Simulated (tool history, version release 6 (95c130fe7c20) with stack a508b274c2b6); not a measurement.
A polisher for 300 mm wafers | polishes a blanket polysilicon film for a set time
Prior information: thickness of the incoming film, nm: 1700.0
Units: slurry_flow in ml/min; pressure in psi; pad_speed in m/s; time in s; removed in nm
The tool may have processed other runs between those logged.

run	day	slurry_flow	pressure	pad_speed	time	removed
1	0	245	3.4	1.22	30	395.67
2	0.2	250	3.7	1.24	30	438.4
3	0.542	250	3.7	1.36	30	471.98
4	0.688	250	4	1.36	30	510.4
5	0.821	250	4	1.14	30	435.89
6	1.079	255	4.2	1.18	30	464.91
7	1.296	255	4.2	1.18	30	471.1

Expected results for the next run?
8	1.521	255	4.4	1.22	30	?

Run 8 came out at removed 505.13 nm.

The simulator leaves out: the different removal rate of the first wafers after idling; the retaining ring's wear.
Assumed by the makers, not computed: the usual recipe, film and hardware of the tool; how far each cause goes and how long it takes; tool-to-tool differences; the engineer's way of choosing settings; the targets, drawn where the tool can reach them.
